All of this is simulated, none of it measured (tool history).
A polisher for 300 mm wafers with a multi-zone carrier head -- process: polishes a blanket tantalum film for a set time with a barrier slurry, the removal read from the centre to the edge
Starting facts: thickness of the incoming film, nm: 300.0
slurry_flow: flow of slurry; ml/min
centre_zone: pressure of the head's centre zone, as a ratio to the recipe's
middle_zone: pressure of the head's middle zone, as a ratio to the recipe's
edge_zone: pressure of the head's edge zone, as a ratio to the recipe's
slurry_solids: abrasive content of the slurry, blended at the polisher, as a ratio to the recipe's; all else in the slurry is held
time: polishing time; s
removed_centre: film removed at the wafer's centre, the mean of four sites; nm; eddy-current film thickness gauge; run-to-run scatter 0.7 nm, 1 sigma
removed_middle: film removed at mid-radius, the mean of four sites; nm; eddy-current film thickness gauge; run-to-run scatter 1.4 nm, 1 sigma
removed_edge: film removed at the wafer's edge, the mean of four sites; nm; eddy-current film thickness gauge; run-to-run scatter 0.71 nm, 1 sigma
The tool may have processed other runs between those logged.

run 1 day=0.000 | slurry_flow=145 centre_zone=1.00 middle_zone=1.00 edge_zone=1.00 slurry_solids=1.00 time=53 | removed_centre=98.333 removed_middle=99.185 removed_edge=102.650
run 2 day=0.367 | slurry_flow=130 centre_zone=1.00 middle_zone=1.00 edge_zone=1.00 slurry_solids=1.00 time=53 | removed_centre=98.157 removed_middle=100.340 removed_edge=101.810
run 3 day=0.396 | slurry_flow=160 centre_zone=1.00 middle_zone=1.00 edge_zone=1.00 slurry_solids=1.00 time=53 | removed_centre=101.370 removed_middle=100.900 removed_edge=104.010
run 4 day=0.696 | slurry_flow=160 centre_zone=1.00 middle_zone=1.05 edge_zone=1.00 slurry_solids=1.00 time=53 | removed_centre=101.530 removed_middle=104.790 removed_edge=103.850
run 5 day=0.900 | slurry_flow=160 centre_zone=1.00 middle_zone=1.05 edge_zone=1.00 slurry_solids=1.00 time=45 | removed_centre=84.848 removed_middle=88.221 removed_edge=87.912
run 6 day=1.054 | slurry_flow=160 centre_zone=1.00 middle_zone=1.05 edge_zone=0.96 slurry_solids=1.00 time=45 | removed_centre=84.881 removed_middle=87.903 removed_edge=86.683
run 7 day=1.433 | slurry_flow=160 centre_zone=1.00 middle_zone=1.05 edge_zone=0.96 slurry_solids=1.00 time=45 | removed_centre=86.217 removed_middle=88.125 removed_edge=85.555

Run 8, settings as shown, results not yet in. Your forecast:
run 8 day=1.483 | slurry_flow=165 centre_zone=0.98 middle_zone=1.08 edge_zone=1.00 slurry_solids=1.05 time=45 | removed_centre=? removed_middle=? removed_edge=?

removed_centre: 85.200 nm
removed_middle: 92.265 nm
removed_edge: 90.775 nm
